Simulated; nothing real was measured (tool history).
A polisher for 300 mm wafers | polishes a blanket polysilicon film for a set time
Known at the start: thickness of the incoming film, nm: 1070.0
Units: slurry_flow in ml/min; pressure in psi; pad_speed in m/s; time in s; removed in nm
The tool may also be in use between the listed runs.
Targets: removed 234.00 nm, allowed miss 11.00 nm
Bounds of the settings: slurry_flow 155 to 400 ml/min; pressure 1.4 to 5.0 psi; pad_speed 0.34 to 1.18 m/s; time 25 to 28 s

Run 1, hour 0.0: slurry_flow 255 ml/min, pressure 3.2 psi, pad_speed 0.76 m/s, time 28 s. Result: removed 168.05 nm.
Run 2, hour 8.8: slurry_flow 255 ml/min, pressure 3.5 psi, pad_speed 0.76 m/s, time 28 s. Result: removed 182.70 nm.
Run 3, hour 11.5: slurry_flow 255 ml/min, pressure 3.5 psi, pad_speed 0.84 m/s, time 28 s. Result: removed 197.98 nm.
Run 4, hour 12.8: slurry_flow 255 ml/min, pressure 3.7 psi, pad_speed 0.84 m/s, time 28 s. Result: removed 209.39 nm.
Run 5, hour 19.7: slurry_flow 255 ml/min, pressure 3.7 psi, pad_speed 0.84 m/s, time 25 s. Result: removed 187.11 nm.
Run 6, hour 21.4: slurry_flow 220 ml/min, pressure 3.7 psi, pad_speed 0.84 m/s, time 25 s. Result: removed 188.01 nm.
Run 7, hour 28.8: slurry_flow 220 ml/min, pressure 3.9 psi, pad_speed 0.84 m/s, time 25 s. Result: removed 191.40 nm.
Run 8, hour 35.7: slurry_flow 235 ml/min, pressure 4.1 psi, pad_speed 0.84 m/s, time 25 s. Result: removed 199.25 nm.

4 next moves are on the table. One of them brings every result within its allowed miss. Which?
Run A, hour 42.6: slurry_flow 225 ml/min, pressure 4.3 psi, pad_speed 0.82 m/s, time 26 s. Result: removed ?.
Run B, hour 42.6: slurry_flow 215 ml/min, pressure 3.8 psi, pad_speed 0.98 m/s, time 27 s. Result: removed ?.
Run C, hour 42.6: slurry_flow 270 ml/min, pressure 4.0 psi, pad_speed 0.74 m/s, time 25 s. Result: removed ?.
Run D, hour 42.6: slurry_flow 275 ml/min, pressure 3.8 psi, pad_speed 0.72 m/s, time 25 s. Result: removed ?.

move  removed
   A   213.45
   B   233.29
   C   177.86
   D   165.92
A: nearer than the last run, and not there yet
B: meets every target
C: further off than the last run
D: further off than the last run
Move B is the one to make.
